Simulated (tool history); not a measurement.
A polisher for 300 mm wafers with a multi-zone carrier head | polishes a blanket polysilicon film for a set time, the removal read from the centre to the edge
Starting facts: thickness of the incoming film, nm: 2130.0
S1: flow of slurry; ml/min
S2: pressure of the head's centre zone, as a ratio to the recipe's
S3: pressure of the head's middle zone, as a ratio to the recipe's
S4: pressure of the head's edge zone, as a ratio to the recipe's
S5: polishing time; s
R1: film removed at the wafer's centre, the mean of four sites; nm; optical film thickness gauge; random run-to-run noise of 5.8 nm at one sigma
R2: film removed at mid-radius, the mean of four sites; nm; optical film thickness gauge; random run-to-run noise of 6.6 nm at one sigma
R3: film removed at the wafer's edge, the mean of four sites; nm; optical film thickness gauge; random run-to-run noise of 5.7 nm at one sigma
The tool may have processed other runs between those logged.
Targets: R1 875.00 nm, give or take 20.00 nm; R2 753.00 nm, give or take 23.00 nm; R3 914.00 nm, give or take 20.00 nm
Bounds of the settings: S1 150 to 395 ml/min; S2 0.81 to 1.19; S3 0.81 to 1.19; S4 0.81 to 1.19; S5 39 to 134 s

run  hour   S1    S2    S3    S4   S5      R1      R2      R3
  1   0.0  250  1.00  1.00  1.00   86  555.29  615.66  638.04
  2   8.0  270  1.05  0.98  1.05   92  633.73  645.78  692.76
  3  16.7  270  1.05  0.98  1.05   83  571.41  582.33  627.46
  4  24.3  300  1.05  0.98  1.05   83  585.78  581.94  633.73
  5  30.8  300  0.99  0.98  1.05   83  541.17  585.50  632.03
  6  36.1  305  1.03  0.95  1.08   92  629.28  635.22  707.94
  7  40.5  310  1.06  0.93  1.11   98  689.70  674.06  772.03
  8  49.4  320  1.09  0.92  1.13  102  746.00  683.48  806.71
  9  52.4  325  1.11  0.92  1.14  105  780.34  720.83  840.87
 10  56.7  330  1.13  0.91  1.15  107  804.98  728.73  855.95
 11  65.1  335  1.14  0.90  1.16  108  826.06  716.85  873.25

Consider the 4 candidate settings below. Which is the only one whose results all fall within their allowed miss of target?
  A  73.5  315  1.17  0.93  1.09  111   ?   ?   ?
  B  73.5  395  1.17  0.91  1.19  110   ?   ?   ?
  C  73.5  300  1.18  1.00  1.11  101   ?   ?   ?
  D  73.5  345  1.12  0.84  1.19  110   ?   ?   ?

move      R1      R2      R3
   A  869.90  770.69  857.64
   B  879.77  765.80  902.19
   C  794.75  736.02  784.22
   D  831.44  716.02  895.54
A: puts the biggest miss on target and leaves a different result outside tolerance
B: in spec on every target
C: the biggest miss grows against the last run
D: closer than the last run, but not yet in spec
So the answer is move B, the one that meets all the targets.
